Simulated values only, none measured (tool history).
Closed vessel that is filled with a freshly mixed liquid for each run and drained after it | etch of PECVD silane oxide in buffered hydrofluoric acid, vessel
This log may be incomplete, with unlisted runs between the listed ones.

run	hour	temperature setpoint of the liquid (C)	parts of 40 % ammonium fluoride to one part of 49 % hydrofluoric acid (parts by volume)	time in the liquid (s)	thickness taken off the PECVD silane oxide on a monitor wafer (angstrom)
1	0.0	25.0	23.0	95	1106.60
2	4.7	22.0	23.0	95	926.44
3	10.4	24.5	21.5	95	1146.30
4	11.7	26.5	21.0	95	1259.50
5	20.2	26.5	16.5	95	1598.20
6	20.8	28.5	16.5	95	1778.40

For run 7, what comes out?
7	27.9	29.0	16.5	95	?

Logged for run 7: thickness taken off the PECVD silane oxide on a monitor wafer (angstrom) 1816.50.

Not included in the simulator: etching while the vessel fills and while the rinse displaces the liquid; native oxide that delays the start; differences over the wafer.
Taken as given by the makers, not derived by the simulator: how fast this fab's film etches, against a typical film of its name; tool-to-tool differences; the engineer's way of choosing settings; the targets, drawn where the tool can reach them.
